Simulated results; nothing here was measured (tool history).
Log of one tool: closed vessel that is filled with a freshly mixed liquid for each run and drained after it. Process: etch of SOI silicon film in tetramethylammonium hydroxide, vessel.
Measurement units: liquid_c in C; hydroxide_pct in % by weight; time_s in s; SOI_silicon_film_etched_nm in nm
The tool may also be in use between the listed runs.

run	hour	liquid_c	hydroxide_pct	time_s	SOI_silicon_film_etched_nm
1	0.0	66.0	10	30	164.29
2	8.2	66.0	10	30	164.73
3	15.4	63.0	10	30	135.79
4	17.5	63.0	10	30	135.32
5	22.2	63.0	10	30	134.94
6	27.3	63.0	9	30	143.70
7	35.7	65.5	9	30	164.47
8	38.8	67.5	9	30	185.63

The next listed run, before its measurement:
9	40.6	74.0	9	30	?

Run 9 gave SOI_silicon_film_etched_nm 272.83 nm.
